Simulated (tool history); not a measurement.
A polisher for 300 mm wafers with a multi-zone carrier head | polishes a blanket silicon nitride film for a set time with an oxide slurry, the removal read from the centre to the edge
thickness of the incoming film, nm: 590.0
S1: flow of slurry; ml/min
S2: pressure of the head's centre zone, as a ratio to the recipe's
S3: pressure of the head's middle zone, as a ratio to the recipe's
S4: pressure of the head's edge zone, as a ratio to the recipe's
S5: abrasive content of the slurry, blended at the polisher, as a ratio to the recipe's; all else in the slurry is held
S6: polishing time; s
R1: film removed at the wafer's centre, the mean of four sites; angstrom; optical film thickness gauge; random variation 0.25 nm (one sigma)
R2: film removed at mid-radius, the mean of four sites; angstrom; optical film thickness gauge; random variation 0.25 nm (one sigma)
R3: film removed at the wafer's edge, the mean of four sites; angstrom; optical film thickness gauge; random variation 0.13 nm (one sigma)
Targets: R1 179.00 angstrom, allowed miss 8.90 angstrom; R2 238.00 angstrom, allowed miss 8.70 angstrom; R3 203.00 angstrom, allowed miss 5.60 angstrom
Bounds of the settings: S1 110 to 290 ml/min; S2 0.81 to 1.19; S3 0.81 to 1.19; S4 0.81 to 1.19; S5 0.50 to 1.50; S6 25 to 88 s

run,hour,S1,S2,S3,S4,S5,S6,R1,R2,R3
1,0.0,185,1.00,1.00,1.00,1.00,56,275.58,277.13,274.52
2,7.6,180,0.97,1.01,0.98,0.95,56,269.81,270.57,268.41
3,13.5,180,0.97,1.07,0.98,0.95,56,265.40,281.67,265.00
4,16.3,180,0.97,1.07,0.98,0.95,46,211.60,235.64,218.60
5,17.2,175,0.95,1.09,0.97,0.95,46,206.31,236.90,218.15
6,21.2,170,0.94,1.11,0.96,0.95,46,204.11,237.38,213.41
7,25.8,165,0.92,1.12,0.96,0.95,46,199.85,239.66,216.11
8,33.0,160,0.91,1.13,0.95,0.95,46,198.82,242.57,212.69
9,37.1,155,0.90,1.13,0.95,0.95,46,195.63,243.80,213.47
10,44.2,155,0.89,1.13,0.94,0.95,46,188.42,243.82,212.32

4 next moves are on the table. One of them brings every result within its allowed miss. Which?
A,51.3,150,0.84,1.06,1.05,0.95,45,?,?,?
B,51.3,135,0.92,1.10,0.81,0.80,52,?,?,?
C,51.3,155,0.83,1.14,0.87,1.15,42,?,?,?
D,51.3,135,0.92,1.16,0.92,0.95,46,?,?,?

move,R1,R2,R3
A,180.67,224.11,216.38
B,206.10,241.07,205.95
C,182.37,243.02,204.95
D,197.96,241.95,206.83
A: further off than the last run
B: brings the result that was furthest off to its target, and leaves another outside
C: meets every target
D: brings the result that was furthest off to its target, and leaves another outside
Answer: C
